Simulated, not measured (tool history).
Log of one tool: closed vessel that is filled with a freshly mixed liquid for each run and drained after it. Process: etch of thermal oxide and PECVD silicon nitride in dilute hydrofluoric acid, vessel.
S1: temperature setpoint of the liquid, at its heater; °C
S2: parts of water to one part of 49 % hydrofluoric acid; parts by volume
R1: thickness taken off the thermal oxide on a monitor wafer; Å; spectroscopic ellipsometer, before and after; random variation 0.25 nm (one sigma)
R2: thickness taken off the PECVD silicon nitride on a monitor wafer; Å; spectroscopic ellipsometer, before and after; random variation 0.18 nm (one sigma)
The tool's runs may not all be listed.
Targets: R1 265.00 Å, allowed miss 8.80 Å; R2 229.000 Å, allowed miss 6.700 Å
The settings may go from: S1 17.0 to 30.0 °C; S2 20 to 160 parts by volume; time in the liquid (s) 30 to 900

run 1 day=0.000 | S1=22.0 S2=90 time_in_the_liquid_(s)=460 | R1=240.77 R2=197.920
run 2 day=0.283 | S1=19.5 S2=90 time_in_the_liquid_(s)=460 | R1=216.57 R2=168.570
run 3 day=0.521 | S1=19.5 S2=100 time_in_the_liquid_(s)=460 | R1=196.31 R2=149.990
run 4 day=0.546 | S1=17.0 S2=100 time_in_the_liquid_(s)=460 | R1=175.92 R2=126.010
run 5 day=0.817 | S1=17.0 S2=80 time_in_the_liquid_(s)=460 | R1=224.62 R2=158.040
run 6 day=0.908 | S1=17.0 S2=80 time_in_the_liquid_(s)=265 | R1=129.05 R2=90.248
run 7 day=1.188 | S1=21.0 S2=45 time_in_the_liquid_(s)=245 | R1=267.38 R2=192.800
run 8 day=1.512 | S1=22.0 S2=50 time_in_the_liquid_(s)=255 | R1=252.78 R2=197.100
run 9 day=1.579 | S1=22.5 S2=50 time_in_the_liquid_(s)=255 | R1=263.36 R2=206.410
run 10 day=1.946 | S1=23.0 S2=50 time_in_the_liquid_(s)=255 | R1=261.29 R2=210.340

Which of these 5 next moves meets every target?
run A day=2.312 | S1=22.0 S2=55 time_in_the_liquid_(s)=300 | R1=? R2=?
run B day=2.312 | S1=20.0 S2=60 time_in_the_liquid_(s)=345 | R1=? R2=?
run C day=2.312 | S1=25.0 S2=70 time_in_the_liquid_(s)=340 | R1=? R2=?
run D day=2.312 | S1=19.5 S2=35 time_in_the_liquid_(s)=205 | R1=? R2=?
run E day=2.312 | S1=27.0 S2=55 time_in_the_liquid_(s)=250 | R1=? R2=?

move=A R1=271.37 R2=209.530
move=B R1=261.47 R2=192.920
move=C R1=267.99 R2=229.360
move=D R1=268.62 R2=186.800
move=E R1=277.36 R2=244.130
A: as far off as the last run
B: further off than the last run
C: meets every target
D: further off than the last run
E: takes the result that was furthest off past its target
Move C is the one to make.
